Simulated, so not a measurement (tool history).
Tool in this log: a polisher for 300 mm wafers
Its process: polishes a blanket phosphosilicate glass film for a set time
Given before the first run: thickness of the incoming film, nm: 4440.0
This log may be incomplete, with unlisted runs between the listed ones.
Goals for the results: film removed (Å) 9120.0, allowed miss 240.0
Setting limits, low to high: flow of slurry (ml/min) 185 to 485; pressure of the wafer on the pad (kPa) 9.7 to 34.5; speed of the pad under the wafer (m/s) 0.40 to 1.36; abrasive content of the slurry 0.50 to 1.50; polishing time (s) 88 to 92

run,hour,flow of slurry (ml/min),pressure of the wafer on the pad (kPa),speed of the pad under the wafer (m/s),abrasive content of the slurry,polishing time (s),film removed (Å)
1,0.0,310,22.1,0.88,1.00,88,6644.4
2,1.8,310,22.1,0.88,1.15,88,7118.3
3,4.0,310,22.8,0.88,1.15,88,7270.8
4,12.7,310,23.4,0.88,1.15,88,7567.3
5,21.2,310,23.4,1.02,1.15,88,8448.5
6,25.2,310,23.4,1.02,1.15,88,8323.1
7,31.5,310,24.1,1.02,1.15,88,8601.2
8,35.8,315,24.8,1.02,1.15,88,8756.8
9,40.1,315,24.8,1.02,1.15,88,8749.1

Next run, 5 choices. One meets every target within its allowed miss, the rest don't. Which?
A,44.4,315,22.1,1.06,1.10,91,?
B,44.4,325,28.3,0.84,1.05,89,?
C,44.4,305,27.6,0.88,1.20,90,?
D,44.4,315,24.1,0.96,1.10,90,?
E,44.4,345,28.3,1.00,0.75,92,?

move,film removed (Å)
A,8252.6
B,8540.0
C,9178.8
D,8289.1
E,8516.9
A: the biggest miss grows against the last run
B: the biggest miss grows against the last run
C: meets every target
D: the biggest miss grows against the last run
E: the biggest miss grows against the last run
The right move is C.
